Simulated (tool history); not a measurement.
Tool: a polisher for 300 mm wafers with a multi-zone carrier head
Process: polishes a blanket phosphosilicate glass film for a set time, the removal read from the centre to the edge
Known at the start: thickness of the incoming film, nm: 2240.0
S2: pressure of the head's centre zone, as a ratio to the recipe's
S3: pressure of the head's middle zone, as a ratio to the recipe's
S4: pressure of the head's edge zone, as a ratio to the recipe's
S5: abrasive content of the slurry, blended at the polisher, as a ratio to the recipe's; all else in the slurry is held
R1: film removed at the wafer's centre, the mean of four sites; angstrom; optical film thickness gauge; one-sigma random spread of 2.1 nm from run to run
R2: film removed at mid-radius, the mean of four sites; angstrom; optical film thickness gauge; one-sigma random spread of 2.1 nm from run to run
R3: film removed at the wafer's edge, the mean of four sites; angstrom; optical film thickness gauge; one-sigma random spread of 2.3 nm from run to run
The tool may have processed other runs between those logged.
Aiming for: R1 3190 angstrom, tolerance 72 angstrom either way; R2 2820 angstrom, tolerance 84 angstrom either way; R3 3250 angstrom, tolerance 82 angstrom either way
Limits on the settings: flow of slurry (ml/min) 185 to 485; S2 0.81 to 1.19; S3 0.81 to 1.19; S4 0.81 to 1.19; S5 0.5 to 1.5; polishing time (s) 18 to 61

Run 1, hour 0: flow of slurry (ml/min) 310, S2 1, S3 1, S4 1, S5 1, polishing time (s) 39. Result: R1 4408.2 angstrom, R2 4729 angstrom, R3 4858.6 angstrom.
Run 2, hour 4.6: flow of slurry (ml/min) 310, S2 1, S3 1.07, S4 1, S5 1, polishing time (s) 39. Result: R1 4402.2 angstrom, R2 5056 angstrom, R3 4859.5 angstrom.
Run 3, hour 11.6: flow of slurry (ml/min) 370, S2 1, S3 1.07, S4 1, S5 1, polishing time (s) 39. Result: R1 4444.4 angstrom, R2 5055.4 angstrom, R3 4866.6 angstrom.
Run 4, hour 12.8: flow of slurry (ml/min) 370, S2 1, S3 1.07, S4 1, S5 0.9, polishing time (s) 39. Result: R1 4204.5 angstrom, R2 4854.6 angstrom, R3 4630 angstrom.
Run 5, hour 16: flow of slurry (ml/min) 370, S2 1, S3 1.07, S4 1, S5 0.9, polishing time (s) 44. Result: R1 4814 angstrom, R2 5450.8 angstrom, R3 5214.9 angstrom.
Run 6, hour 24.4: flow of slurry (ml/min) 370, S2 1.01, S3 1.05, S4 1, S5 0.85, polishing time (s) 43. Result: R1 4631 angstrom, R2 5141.2 angstrom, R3 4997.4 angstrom.
Run 7, hour 25.2: flow of slurry (ml/min) 370, S2 1.02, S3 1.03, S4 1, S5 0.8, polishing time (s) 42. Result: R1 4391 angstrom, R2 4769.8 angstrom, R3 4689.6 angstrom.
At hour 30.7: centre zone pressure recalibrated.
Run 8, hour 30.7: flow of slurry (ml/min) 370, S2 1.03, S3 1.01, S4 1, S5 0.75, polishing time (s) 41. Result: R1 4539.1 angstrom, R2 4443.4 angstrom, R3 4519.8 angstrom.
Run 9, hour 37.7: flow of slurry (ml/min) 370, S2 1.02, S3 0.99, S4 0.99, S5 0.7, polishing time (s) 40. Result: R1 4263.9 angstrom, R2 4132 angstrom, R3 4157.4 angstrom.
Run 10, hour 42.8: flow of slurry (ml/min) 370, S2 1, S3 0.97, S4 0.99, S5 0.7, polishing time (s) 40. Result: R1 4193.8 angstrom, R2 4017.6 angstrom, R3 4225 angstrom.
Run 11, hour 48.7: flow of slurry (ml/min) 370, S2 0.98, S3 0.96, S4 0.98, S5 0.7, polishing time (s) 40. Result: R1 4143.5 angstrom, R2 3916.1 angstrom, R3 4187.9 angstrom.
Run 12, hour 55.9: flow of slurry (ml/min) 370, S2 0.96, S3 0.95, S4 0.97, S5 0.7, polishing time (s) 40. Result: R1 4037.7 angstrom, R2 3898.4 angstrom, R3 4107 angstrom.
Run 13, hour 63.6: flow of slurry (ml/min) 370, S2 0.94, S3 0.94, S4 0.96, S5 0.7, polishing time (s) 40. Result: R1 3969.5 angstrom, R2 3897.1 angstrom, R3 4178.2 angstrom.
Run 14, hour 68.1: flow of slurry (ml/min) 370, S2 0.93, S3 0.93, S4 0.95, S5 0.7, polishing time (s) 40. Result: R1 3957.8 angstrom, R2 3827.4 angstrom, R3 4155.8 angstrom.
Run 15, hour 74.2: flow of slurry (ml/min) 370, S2 0.92, S3 0.92, S4 0.94, S5 0.7, polishing time (s) 40. Result: R1 3932.3 angstrom, R2 3785.1 angstrom, R3 4121.5 angstrom.
Run 16, hour 77.7: flow of slurry (ml/min) 370, S2 0.91, S3 0.91, S4 0.93, S5 0.7, polishing time (s) 40. Result: R1 3932.7 angstrom, R2 3818.3 angstrom, R3 4112.4 angstrom.
Run 17, hour 81.1: flow of slurry (ml/min) 365, S2 0.9, S3 0.9, S4 0.92, S5 0.7, polishing time (s) 40. Result: R1 3869.5 angstrom, R2 3755 angstrom, R3 4056.6 angstrom.
Run 18, hour 86.3: flow of slurry (ml/min) 365, S2 0.89, S3 0.89, S4 0.92, S5 0.7, polishing time (s) 40. Result: R1 3856.5 angstrom, R2 3686.5 angstrom, R3 4106.4 angstrom.
Run 19, hour 91.6: flow of slurry (ml/min) 360, S2 0.88, S3 0.88, S4 0.91, S5 0.7, polishing time (s) 40. Result: R1 3775.1 angstrom, R2 3696.3 angstrom, R3 4066.1 angstrom.
Run 20, hour 99.1: flow of slurry (ml/min) 360, S2 0.88, S3 0.87, S4 0.91, S5 0.7, polishing time (s) 40. Result: R1 3800.4 angstrom, R2 3683.3 angstrom, R3 4087.3 angstrom.
Run 21, hour 99.8: flow of slurry (ml/min) 365, S2 0.88, S3 0.87, S4 0.91, S5 0.7, polishing time (s) 40. Result: R1 3814.8 angstrom, R2 3646.3 angstrom, R3 4023.7 angstrom.
Run 22, hour 106: flow of slurry (ml/min) 365, S2 0.88, S3 0.86, S4 0.91, S5 0.7, polishing time (s) 40. Result: R1 3814.2 angstrom, R2 3689.3 angstrom, R3 4063.3 angstrom.
Run 23, hour 111.4: flow of slurry (ml/min) 280, S2 0.94, S3 0.81, S4 0.9, S5 0.5, polishing time (s) 34. Result: R1 2697.6 angstrom, R2 2366.3 angstrom, R3 2781.2 angstrom.
Run 24, hour 112.5: flow of slurry (ml/min) 300, S2 0.94, S3 0.81, S4 0.9, S5 0.5, polishing time (s) 34. Result: R1 2728.6 angstrom, R2 2377.5 angstrom, R3 2756.5 angstrom.
Run 25, hour 116: flow of slurry (ml/min) 325, S2 1.04, S3 0.91, S4 1, S5 0.65, polishing time (s) 34. Result: R1 3473.4 angstrom, R2 3077.7 angstrom, R3 3447.5 angstrom.
Run 26, hour 118.8: flow of slurry (ml/min) 320, S2 1.04, S3 0.91, S4 1, S5 0.65, polishing time (s) 34. Result: R1 3450.4 angstrom, R2 3053.2 angstrom, R3 3387.7 angstrom.
Run 27, hour 126.4: flow of slurry (ml/min) 315, S2 1.04, S3 0.91, S4 1, S5 0.65, polishing time (s) 34. Result: R1 3463.6 angstrom, R2 3011.3 angstrom, R3 3386.7 angstrom.
Run 28, hour 128.8: flow of slurry (ml/min) 315, S2 1.04, S3 0.91, S4 1, S5 0.65, polishing time (s) 34. Result: R1 3447.5 angstrom, R2 3088.2 angstrom, R3 3436.9 angstrom.
Run 29, hour 133.1: flow of slurry (ml/min) 310, S2 1.04, S3 0.91, S4 1, S5 0.65, polishing time (s) 34. Result: R1 3439.3 angstrom, R2 3015.3 angstrom, R3 3433.6 angstrom.

Which one of the following 4 next-run settings gets every result inside its allowed miss? There is exactly one.
Run A, hour 137.4: flow of slurry (ml/min) 410, S2 1.14, S3 0.83, S4 1.12, S5 0.7, polishing time (s) 33. Result: R1 ?, R2 ?, R3 ?.
Run B, hour 137.4: flow of slurry (ml/min) 240, S2 0.91, S3 0.87, S4 1.11, S5 0.85, polishing time (s) 31. Result: R1 ?, R2 ?, R3 ?.
Run C, hour 137.4: flow of slurry (ml/min) 430, S2 1.16, S3 1.01, S4 0.88, S5 0.65, polishing time (s) 34. Result: R1 ?, R2 ?, R3 ?.
Run D, hour 137.4: flow of slurry (ml/min) 250, S2 1, S3 0.88, S4 1, S5 0.65, polishing time (s) 33. Result: R1 ?, R2 ?, R3 ?.

move      R1      R2      R3
   A  3748.9  2924.7  3683.5
   B  3149.7  3009.5  3668.6
   C  3772.3  3416.9  3268.9
   D  3119.5  2817.3  3238.1
A: moves away from the targets compared with the last run
B: corrects the largest miss of the last run, while another result sits out of spec
C: moves away from the targets compared with the last run
D: every result lands within tolerance
Go with D: it meets all targets.

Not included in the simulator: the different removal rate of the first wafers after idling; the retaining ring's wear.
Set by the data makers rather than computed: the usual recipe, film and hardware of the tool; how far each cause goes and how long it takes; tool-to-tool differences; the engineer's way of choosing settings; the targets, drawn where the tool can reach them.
